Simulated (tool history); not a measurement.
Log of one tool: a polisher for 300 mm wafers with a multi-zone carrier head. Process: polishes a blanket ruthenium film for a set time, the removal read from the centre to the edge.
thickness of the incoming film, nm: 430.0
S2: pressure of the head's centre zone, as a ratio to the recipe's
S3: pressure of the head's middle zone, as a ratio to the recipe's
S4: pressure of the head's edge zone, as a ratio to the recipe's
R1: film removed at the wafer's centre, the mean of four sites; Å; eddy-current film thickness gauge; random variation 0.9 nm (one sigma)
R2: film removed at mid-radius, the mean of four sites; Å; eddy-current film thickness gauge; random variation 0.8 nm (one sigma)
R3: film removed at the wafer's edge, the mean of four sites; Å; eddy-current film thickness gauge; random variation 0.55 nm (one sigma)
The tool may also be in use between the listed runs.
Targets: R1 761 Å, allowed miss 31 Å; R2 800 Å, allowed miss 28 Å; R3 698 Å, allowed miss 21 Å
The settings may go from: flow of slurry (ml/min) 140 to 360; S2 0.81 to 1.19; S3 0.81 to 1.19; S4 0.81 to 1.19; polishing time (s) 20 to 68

run 1 day=0 | flow_of_slurry_(ml/min)=230 S2=1 S3=1 S4=1 polishing_time_(s)=44 | R1=583.69 R2=590.04 R3=590.5
run 2 day=0.354 | flow_of_slurry_(ml/min)=240 S2=1.02 S3=1.04 S4=1.01 polishing_time_(s)=45 | R1=606.02 R2=624.23 R3=605.88
run 3 day=0.617 | flow_of_slurry_(ml/min)=250 S2=1.04 S3=1.07 S4=1.02 polishing_time_(s)=46 | R1=636.13 R2=656.47 R3=616.5
run 4 day=0.704 | flow_of_slurry_(ml/min)=250 S2=0.97 S3=1.07 S4=1.02 polishing_time_(s)=46 | R1=610.12 R2=657.53 R3=617.02
run 5 day=0.942 | flow_of_slurry_(ml/min)=250 S2=0.97 S3=1.13 S4=1.02 polishing_time_(s)=46 | R1=607.07 R2=674.05 R3=624.45
run 6 day=1.042 | flow_of_slurry_(ml/min)=250 S2=0.97 S3=1.13 S4=1.02 polishing_time_(s)=35 | R1=473.96 R2=509.54 R3=468.81
run 7 day=1.129 | flow_of_slurry_(ml/min)=260 S2=0.99 S3=1.14 S4=1.03 polishing_time_(s)=38 | R1=508.26 R2=565.6 R3=515.86
run 8 day=1.258 | flow_of_slurry_(ml/min)=265 S2=1.02 S3=1.14 S4=1.02 polishing_time_(s)=41 | R1=550.73 R2=605.06 R3=561.42
run 9 day=1.604 | flow_of_slurry_(ml/min)=240 S2=1.04 S3=1.15 S4=0.98 polishing_time_(s)=44 | R1=594.39 R2=658.89 R3=580.42
run 10 day=1.667 | flow_of_slurry_(ml/min)=245 S2=1.07 S3=1.15 S4=0.98 polishing_time_(s)=45 | R1=627.4 R2=664.98 R3=596.59
run 11 day=1.804 | flow_of_slurry_(ml/min)=250 S2=1.08 S3=1.16 S4=0.98 polishing_time_(s)=46 | R1=650.9 R2=683.55 R3=620.46
run 12 day=2.017 | flow_of_slurry_(ml/min)=250 S2=1.09 S3=1.17 S4=0.97 polishing_time_(s)=47 | R1=655.04 R2=716.48 R3=619.85

Which of these 5 next moves meets every target?
run A day=2.229 | flow_of_slurry_(ml/min)=190 S2=1.02 S3=0.99 S4=1.15 polishing_time_(s)=47 | R1=? R2=? R3=?
run B day=2.229 | flow_of_slurry_(ml/min)=255 S2=0.98 S3=1.19 S4=0.85 polishing_time_(s)=42 | R1=? R2=? R3=?
run C day=2.229 | flow_of_slurry_(ml/min)=275 S2=0.96 S3=1.19 S4=0.96 polishing_time_(s)=54 | R1=? R2=? R3=?
run D day=2.229 | flow_of_slurry_(ml/min)=220 S2=0.94 S3=1.07 S4=1.19 polishing_time_(s)=45 | R1=? R2=? R3=?
run E day=2.229 | flow_of_slurry_(ml/min)=185 S2=1.1 S3=1.16 S4=0.89 polishing_time_(s)=56 | R1=? R2=? R3=?

move=A R1=614.27 R2=621.17 R3=644.38
move=B R1=558.3 R2=649.8 R3=531.74
move=C R1=715.06 R2=842.15 R3=715.9
move=D R1=571.64 R2=637.59 R3=633.82
move=E R1=765.4 R2=817.39 R3=698.13
A: further off than the last run
B: further off than the last run
C: brings the result that was furthest off to its target, and leaves another outside
D: further off than the last run
E: meets every target
The right move is E.

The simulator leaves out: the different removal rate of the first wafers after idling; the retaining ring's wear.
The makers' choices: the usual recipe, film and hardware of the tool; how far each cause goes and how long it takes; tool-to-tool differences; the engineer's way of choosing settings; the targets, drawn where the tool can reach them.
